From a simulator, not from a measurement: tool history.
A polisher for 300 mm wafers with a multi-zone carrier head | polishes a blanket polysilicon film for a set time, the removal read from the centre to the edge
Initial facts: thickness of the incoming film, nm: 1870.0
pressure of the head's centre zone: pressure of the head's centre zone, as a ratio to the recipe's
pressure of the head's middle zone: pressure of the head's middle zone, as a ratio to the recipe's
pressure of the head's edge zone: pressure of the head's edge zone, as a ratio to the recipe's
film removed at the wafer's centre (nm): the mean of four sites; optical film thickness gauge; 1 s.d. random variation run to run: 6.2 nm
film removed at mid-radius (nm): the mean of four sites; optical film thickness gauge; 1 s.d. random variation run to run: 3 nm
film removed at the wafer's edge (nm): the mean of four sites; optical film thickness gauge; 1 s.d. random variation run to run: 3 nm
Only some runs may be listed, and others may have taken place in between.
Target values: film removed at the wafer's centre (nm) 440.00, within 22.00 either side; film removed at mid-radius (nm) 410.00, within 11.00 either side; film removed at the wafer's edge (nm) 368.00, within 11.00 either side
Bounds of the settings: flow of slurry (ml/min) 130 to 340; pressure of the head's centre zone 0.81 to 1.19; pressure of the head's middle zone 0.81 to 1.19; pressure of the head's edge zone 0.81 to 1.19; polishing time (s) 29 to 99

run,hour,flow of slurry (ml/min),pressure of the head's centre zone,pressure of the head's middle zone,pressure of the head's edge zone,polishing time (s),film removed at the wafer's centre (nm),film removed at mid-radius (nm),film removed at the wafer's edge (nm)
1,0.0,220,1.00,1.00,1.00,64,593.00,622.62,601.81
2,0.8,220,1.00,1.00,1.00,49,459.39,474.86,468.81
3,9.4,220,1.00,1.03,1.00,49,456.13,486.76,469.39
4,16.6,215,1.04,1.03,0.94,46,444.20,457.93,420.96
5,17.4,215,1.04,1.06,0.94,46,443.61,465.17,415.81
6,23.7,215,1.04,1.06,0.88,46,452.58,471.55,406.13
7,30.6,215,1.04,1.06,0.88,46,460.65,464.68,402.76
8,39.0,200,1.04,1.04,0.86,45,442.33,448.37,388.68
9,43.8,185,1.05,1.02,0.85,45,433.89,433.88,386.18
10,51.2,175,1.07,1.01,0.84,45,449.93,424.46,381.22
11,51.8,165,1.07,1.01,0.83,45,422.90,421.18,386.12

Next run, 4 choices. One meets every target within its allowed miss, the rest don't. Which?
A,52.4,165,1.06,0.96,0.93,46,?,?,?
B,52.4,210,1.08,0.98,0.81,43,?,?,?
C,52.4,130,1.00,0.98,0.86,49,?,?,?
D,52.4,170,1.07,1.03,0.83,45,?,?,?

move,film removed at the wafer's centre (nm),film removed at mid-radius (nm),film removed at the wafer's edge (nm)
A,432.42,417.10,410.88
B,425.74,409.07,369.08
C,419.65,436.33,411.50
D,428.84,434.44,382.52
A: its largest miss is bigger than the last run's
B: each result inside its tolerance
C: its largest miss is bigger than the last run's
D: its largest miss is bigger than the last run's
So the answer is move B, the one that meets all the targets.

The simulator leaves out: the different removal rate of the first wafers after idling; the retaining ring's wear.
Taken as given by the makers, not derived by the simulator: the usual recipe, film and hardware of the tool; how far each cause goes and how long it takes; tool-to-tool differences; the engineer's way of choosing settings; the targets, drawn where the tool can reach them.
